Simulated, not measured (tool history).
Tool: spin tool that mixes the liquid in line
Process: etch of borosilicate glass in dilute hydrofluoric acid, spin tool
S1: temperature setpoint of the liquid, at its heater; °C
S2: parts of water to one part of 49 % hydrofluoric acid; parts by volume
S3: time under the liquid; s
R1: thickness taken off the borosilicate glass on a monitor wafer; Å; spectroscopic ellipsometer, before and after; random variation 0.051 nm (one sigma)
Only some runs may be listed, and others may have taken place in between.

Run 1, hour 0.0: S1 22.0 °C, S2 110 parts by volume, S3 25 s. Result: R1 38.210 Å.
Run 2, hour 1.7: S1 23.5 °C, S2 110 parts by volume, S3 25 s. Result: R1 39.887 Å.
Run 3, hour 6.4: S1 25.5 °C, S2 100 parts by volume, S3 25 s. Result: R1 48.459 Å.
Run 4, hour 13.9: S1 25.5 °C, S2 100 parts by volume, S3 25 s. Result: R1 48.282 Å.
Run 5, hour 18.8: S1 28.5 °C, S2 100 parts by volume, S3 25 s. Result: R1 54.269 Å.
Run 6, hour 23.8: S1 25.5 °C, S2 100 parts by volume, S3 25 s. Result: R1 48.818 Å.
Run 7, hour 28.5: S1 27.0 °C, S2 95 parts by volume, S3 25 s. Result: R1 53.935 Å.

Run 8, settings as shown, results not yet in. Your forecast:
Run 8, hour 35.6: S1 30.0 °C, S2 75 parts by volume, S3 25 s. Result: R1 ?.

Run 8 came out at R1 79.030 Å.
